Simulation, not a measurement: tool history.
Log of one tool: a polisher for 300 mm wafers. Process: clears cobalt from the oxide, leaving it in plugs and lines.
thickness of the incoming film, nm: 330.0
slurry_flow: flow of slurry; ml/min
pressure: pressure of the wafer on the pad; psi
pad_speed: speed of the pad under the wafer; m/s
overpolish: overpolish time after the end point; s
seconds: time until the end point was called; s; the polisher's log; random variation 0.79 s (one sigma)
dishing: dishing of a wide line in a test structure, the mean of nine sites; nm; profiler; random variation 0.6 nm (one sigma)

run,hour,slurry_flow,pressure,pad_speed,overpolish,seconds,dishing
1,0,125,2,1.22,12,55.395,40.452
2,7.8,125,2,1.36,12,50.916,44.326
3,10,125,2,1.36,9,49.247,36.333
4,11.5,125,2,1.14,9,59.012,32.738
5,16.7,135,2,1.14,9,58.838,33.22
6,24.2,135,2.1,1.14,10,54.015,36.951

Forecast run 7:
7,25.6,110,2.4,1.16,16,?,?

Run 7 gave seconds 49.95 s, dishing 51.805 nm.
